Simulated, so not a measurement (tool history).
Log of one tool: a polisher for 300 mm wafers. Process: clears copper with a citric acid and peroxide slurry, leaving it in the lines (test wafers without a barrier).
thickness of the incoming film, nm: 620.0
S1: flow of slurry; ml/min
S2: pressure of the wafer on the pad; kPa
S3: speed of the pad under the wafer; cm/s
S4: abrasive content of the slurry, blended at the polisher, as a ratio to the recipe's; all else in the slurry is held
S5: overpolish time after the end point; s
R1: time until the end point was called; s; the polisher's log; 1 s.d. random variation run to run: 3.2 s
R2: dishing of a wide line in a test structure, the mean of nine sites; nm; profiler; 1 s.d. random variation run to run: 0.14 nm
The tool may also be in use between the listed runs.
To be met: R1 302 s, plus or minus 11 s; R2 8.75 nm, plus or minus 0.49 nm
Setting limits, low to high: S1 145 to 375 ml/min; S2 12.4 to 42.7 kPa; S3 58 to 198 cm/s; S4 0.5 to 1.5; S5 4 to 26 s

run 1 hour=0 | S1=240 S2=27.6 S3=128 S4=1 S5=13 | R1=192.88 R2=21.732
run 2 hour=7.9 | S1=240 S2=27.6 S3=128 S4=0.85 S5=13 | R1=200.43 R2=20.817
run 3 hour=8.6 | S1=240 S2=24.1 S3=130 S4=0.75 S5=10 | R1=229.61 R2=15.648
run 4 hour=12.5 | S1=240 S2=24.1 S3=130 S4=0.75 S5=15 | R1=231.16 R2=20.757
run 5 hour=21.1 | S1=240 S2=27.6 S3=130 S4=0.75 S5=15 | R1=203.56 R2=22.072
run 6 hour=28.6 | S1=235 S2=24.1 S3=132 S4=0.65 S5=12 | R1=236.37 R2=17.792
run 7 hour=29.6 | S1=280 S2=20.7 S3=132 S4=0.7 S5=10 | R1=269.22 R2=14.277
run 8 hour=34.5 | S1=310 S2=20 S3=134 S4=0.65 S5=8 | R1=276.96 R2=12.075
run 9 hour=37.6 | S1=310 S2=20 S3=134 S4=0.65 S5=8 | R1=273.34 R2=12.124
run 10 hour=40.6 | S1=325 S2=19.3 S3=134 S4=0.6 S5=7 | R1=290.94 R2=10.272
run 11 hour=43.2 | S1=330 S2=19.3 S3=134 S4=0.6 S5=7 | R1=296.35 R2=10.047
run 12 hour=47.7 | S1=330 S2=18.6 S3=134 S4=0.6 S5=4 | R1=297.13 R2=6.1483
run 13 hour=54.1 | S1=340 S2=18.6 S3=136 S4=0.6 S5=5 | R1=294.09 R2=7.6571

Of the 4 settings listed for the next run, only one would bring every result within its allowed miss of target. Which one?
run A hour=60.5 | S1=305 S2=21.4 S3=122 S4=0.5 S5=7 | R1=? R2=?
run B hour=60.5 | S1=355 S2=22.1 S3=110 S4=0.6 S5=6 | R1=? R2=?
run C hour=60.5 | S1=370 S2=23.4 S3=88 S4=0.7 S5=8 | R1=? R2=?
run D hour=60.5 | S1=375 S2=18.6 S3=118 S4=0.55 S5=8 | R1=? R2=?

move=A R1=302.3 R2=10.098
move=B R1=302.17 R2=8.8837
move=C R1=329.81 R2=10.505
move=D R1=341.41 R2=10.189
A: pushes the last run's worst result past its target
B: each result inside its tolerance
C: pushes the last run's worst result past its target
D: pushes the last run's worst result past its target
The right move is B.
